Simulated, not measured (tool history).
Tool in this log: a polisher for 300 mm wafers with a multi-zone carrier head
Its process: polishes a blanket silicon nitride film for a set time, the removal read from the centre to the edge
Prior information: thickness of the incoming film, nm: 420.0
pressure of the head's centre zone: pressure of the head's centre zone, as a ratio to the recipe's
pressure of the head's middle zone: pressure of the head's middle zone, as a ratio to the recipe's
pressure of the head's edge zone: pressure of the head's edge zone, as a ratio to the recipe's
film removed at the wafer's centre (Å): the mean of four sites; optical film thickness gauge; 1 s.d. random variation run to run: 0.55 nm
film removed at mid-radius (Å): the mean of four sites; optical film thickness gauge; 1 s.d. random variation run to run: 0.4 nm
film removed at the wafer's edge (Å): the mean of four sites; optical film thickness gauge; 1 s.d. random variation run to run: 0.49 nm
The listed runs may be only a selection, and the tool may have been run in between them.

| run | hour | flow of slurry (ml/min) | pressure of the head's centre zone | pressure of the head's middle zone | pressure of the head's edge zone | polishing time (s) | film removed at the wafer's centre (Å) | film removed at mid-radius (Å) | film removed at the wafer's edge (Å) |
|---|---|---|---|---|---|---|---|---|---|
| 1 | 0.0 | 310 | 1.00 | 1.00 | 1.00 | 45 | 861.82 | 900.18 | 880.28 |
| 2 | 1.6 | 310 | 1.05 | 1.00 | 1.00 | 45 | 922.46 | 890.74 | 896.50 |
| 3 | 7.3 | 305 | 1.02 | 0.96 | 0.97 | 39 | 766.31 | 750.68 | 754.98 |
| 4 | 15.6 | 305 | 1.02 | 1.00 | 0.97 | 39 | 759.89 | 775.94 | 749.79 |
| 5 | 22.5 | 305 | 1.10 | 1.00 | 0.97 | 39 | 840.17 | 780.50 | 750.25 |
| 6 | 31.4 | 295 | 1.06 | 0.96 | 0.94 | 35 | 716.40 | 666.33 | 667.86 |
| 7 | 32.4 | 295 | 0.96 | 0.91 | 0.84 | 22 | 401.92 | 400.71 | 394.49 |
| 8 | 35.7 | 295 | 0.97 | 0.93 | 0.89 | 22 | 404.06 | 408.73 | 410.05 |
| 9 | 42.3 | 305 | 0.99 | 0.95 | 0.93 | 22 | 427.83 | 413.77 | 411.48 |
| 10 | 51.2 | 290 | 0.99 | 0.96 | 0.96 | 23 | 440.17 | 444.98 | 440.50 |
| 11 | 54.5 | 280 | 1.00 | 0.96 | 1.00 | 23 | 444.89 | 439.80 | 447.90 |
| 12 | 59.0 | 275 | 1.01 | 0.97 | 1.03 | 23 | 446.17 | 439.00 | 454.70 |
| 13 | 64.7 | 330 | 1.04 | 1.04 | 1.11 | 25 | 507.26 | 515.24 | 519.05 |

Forecast run 14:
| 14 | 67.8 | 315 | 1.03 | 1.03 | 1.10 | 25 | ? | ? | ? |

film removed at the wafer's centre (Å): 496.03
film removed at mid-radius (Å): 514.59
film removed at the wafer's edge (Å): 517.13
